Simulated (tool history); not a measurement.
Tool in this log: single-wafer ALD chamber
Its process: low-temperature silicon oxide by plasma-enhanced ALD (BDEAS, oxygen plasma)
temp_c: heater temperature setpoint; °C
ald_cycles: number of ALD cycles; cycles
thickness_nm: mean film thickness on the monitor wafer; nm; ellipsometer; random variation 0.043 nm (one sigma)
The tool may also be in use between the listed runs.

run  hour  temp_c  ald_cycles  thickness_nm
  1     0     120          63        8.6672
  2   4.7     126          63        8.5955
  3    12     126          64        8.6993
  4  18.6     126          59        8.1064
  5  23.9     126          61        8.3341
  6  27.3     135          61        8.1911
  7  32.4     134          62        8.2974
  8  37.5     133          63        8.4808
  9  43.1     133          64        8.6809
 10  50.6     133          65         8.772
 11  58.1     133          66        8.8947
 12    67     133          67        8.9744
 13  70.9     133          68         9.131
 14  73.6     133          69        9.3492

Expected results for the next run?
 15  79.4     131          71             ?

{"run 15": {"thickness_nm": 9.5977}}
